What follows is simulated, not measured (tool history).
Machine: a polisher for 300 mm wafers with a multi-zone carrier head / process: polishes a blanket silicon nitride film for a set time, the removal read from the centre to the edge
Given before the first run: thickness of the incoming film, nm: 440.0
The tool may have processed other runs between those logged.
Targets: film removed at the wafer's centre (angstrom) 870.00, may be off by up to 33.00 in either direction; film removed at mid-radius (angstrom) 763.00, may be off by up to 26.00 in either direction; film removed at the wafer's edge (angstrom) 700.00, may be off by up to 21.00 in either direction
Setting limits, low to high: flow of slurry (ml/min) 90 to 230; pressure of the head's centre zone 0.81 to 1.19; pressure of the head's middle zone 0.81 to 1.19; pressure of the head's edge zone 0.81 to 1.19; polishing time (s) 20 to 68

run    day  flow of slurry (ml/min)  pressure of the head's centre zone  pressure of the head's middle zone  pressure of the head's edge zone  polishing time (s)  film removed at the wafer's centre (angstrom)  film removed at mid-radius (angstrom)  film removed at the wafer's edge (angstrom)
  1  0.000                      150                                1.00                                1.00                              1.00                  44                                         728.47                                 690.12                                       693.30
  2  0.158                      150                                1.00                                1.00                              0.92                  44                                         733.51                                 699.98                                       670.15
  3  0.258                      160                                1.02                                1.00                              0.92                  44                                         752.39                                 702.69                                       672.24
  4  0.375                      170                                1.04                                1.01                              0.92                  44                                         765.04                                 706.50                                       684.75
  5  0.679                      175                                1.07                                1.03                              0.91                  44                                         780.44                                 726.25                                       679.12
  6  0.888                      175                                1.07                                1.09                              0.91                  44                                         783.13                                 738.96                                       684.19
  7  1.092                      180                                1.09                                1.09                              0.91                  44                                         794.41                                 740.72                                       677.37
  8  1.392                      185                                1.11                                1.09                              0.91                  44                                         817.81                                 747.48                                       677.14
  9  1.562                      190                                1.12                                1.09                              0.92                  44                                         823.48                                 743.97                                       690.21
 10  1.829                      195                                1.13                                1.09                              0.92                  44                                         818.74                                 758.07                                       690.41

Which one of the following 5 next-run settings gets every result inside its allowed miss? There is exactly one.
  A  2.096                      210                                1.14                                1.06                              0.90                  45                                              ?                                      ?                                            ?
  B  2.096                      215                                1.07                                1.18                              0.91                  44                                              ?                                      ?                                            ?
  C  2.096                      215                                1.00                                1.16                              1.00                  43                                              ?                                      ?                                            ?
  D  2.096                      230                                1.02                                1.10                              0.99                  43                                              ?                                      ?                                            ?
  E  2.096                      180                                1.05                                1.10                              0.94                  45                                              ?                                      ?                                            ?

move  film removed at the wafer's centre (angstrom)  film removed at mid-radius (angstrom)  film removed at the wafer's edge (angstrom)
   A                                         858.42                                 764.48                                       698.79
   B                                         797.00                                 798.00                                       686.84
   C                                         734.40                                 772.18                                       696.55
   D                                         753.46                                 754.46                                       698.18
   E                                         781.80                                 766.13                                       700.15
A: all results land within tolerance of their targets
B: its largest miss is bigger than the last run's
C: its largest miss is bigger than the last run's
D: its largest miss is bigger than the last run's
E: its largest miss is bigger than the last run's
The right move is A.
